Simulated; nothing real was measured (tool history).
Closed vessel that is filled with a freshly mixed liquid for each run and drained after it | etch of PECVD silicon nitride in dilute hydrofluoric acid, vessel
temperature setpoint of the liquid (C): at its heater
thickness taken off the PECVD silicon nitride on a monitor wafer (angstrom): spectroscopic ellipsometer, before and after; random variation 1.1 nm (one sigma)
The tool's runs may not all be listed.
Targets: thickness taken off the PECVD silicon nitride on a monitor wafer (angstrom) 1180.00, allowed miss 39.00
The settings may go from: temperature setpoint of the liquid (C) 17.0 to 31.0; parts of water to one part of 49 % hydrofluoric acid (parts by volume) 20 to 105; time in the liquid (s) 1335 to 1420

run,hour,temperature setpoint of the liquid (C),parts of water to one part of 49 % hydrofluoric acid (parts by volume),time in the liquid (s),thickness taken off the PECVD silicon nitride on a monitor wafer (angstrom)
1,0.0,23.0,55,1335,986.99
2,7.3,23.0,55,1420,1056.40
3,10.4,23.0,35,1420,1665.00
4,12.5,23.0,35,1335,1537.50
5,14.9,22.5,35,1335,1484.50
6,17.0,22.5,20,1335,2536.90
7,21.1,22.0,25,1335,1996.90
8,29.1,21.5,25,1335,1917.60
9,31.5,21.0,25,1335,1830.30
10,37.8,20.5,25,1335,1811.30
11,43.6,20.0,25,1335,1726.60
12,49.6,19.5,25,1335,1657.40
13,50.6,19.0,25,1335,1602.40
14,58.2,18.5,25,1335,1561.80

Which of these 5 next moves meets every target?
A,65.8,18.0,30,1335,?
B,65.8,19.5,20,1415,?
C,65.8,22.0,40,1370,?
D,65.8,17.0,30,1335,?
E,65.8,18.5,30,1335,?

move,thickness taken off the PECVD silicon nitride on a monitor wafer (angstrom)
A,1265.00
B,2196.30
C,1300.60
D,1177.90
E,1310.70
A: nearer than the last run, and not there yet
B: further off than the last run
C: nearer than the last run, and not there yet
D: meets every target
E: nearer than the last run, and not there yet
The right move is D.
